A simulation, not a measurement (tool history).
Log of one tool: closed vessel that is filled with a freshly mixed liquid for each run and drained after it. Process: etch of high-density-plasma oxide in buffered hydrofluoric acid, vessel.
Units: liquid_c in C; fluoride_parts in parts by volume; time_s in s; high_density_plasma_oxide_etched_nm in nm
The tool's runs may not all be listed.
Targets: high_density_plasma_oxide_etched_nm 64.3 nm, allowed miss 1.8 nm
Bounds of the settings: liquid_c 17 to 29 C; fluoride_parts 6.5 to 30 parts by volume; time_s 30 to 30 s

run  hour  liquid_c  fluoride_parts  time_s  high_density_plasma_oxide_etched_nm
  1     0        21            19.5      30                               29.513
  2   6.1        22            19.5      30                               31.227
  3  11.3        22            19.5      30                               31.085
  4  16.9      25.5            19.5      30                                37.85
  5  18.5      26.5            17.5      30                               44.247
  6  22.4        27              16      30                               50.173
  7  23.6      27.5            15.5      30                               53.265
  8  26.9        28              15      30                               56.316
  9  32.1      28.5            14.5      30                               59.097
 10  40.3      28.5              14      30                               61.647

Which of these 4 next moves meets every target?
  A  48.5      28.5            14.5      30                                    ?
  B  48.5      26.5            13.5      30                                    ?
  C  48.5        28              15      30                                    ?
  D  48.5        29              14      30                                    ?

move  high_density_plasma_oxide_etched_nm
   A                               59.044
   B                               56.913
   C                               55.615
   D                               62.749
A: further off than the last run
B: further off than the last run
C: further off than the last run
D: meets every target
The right move is D.

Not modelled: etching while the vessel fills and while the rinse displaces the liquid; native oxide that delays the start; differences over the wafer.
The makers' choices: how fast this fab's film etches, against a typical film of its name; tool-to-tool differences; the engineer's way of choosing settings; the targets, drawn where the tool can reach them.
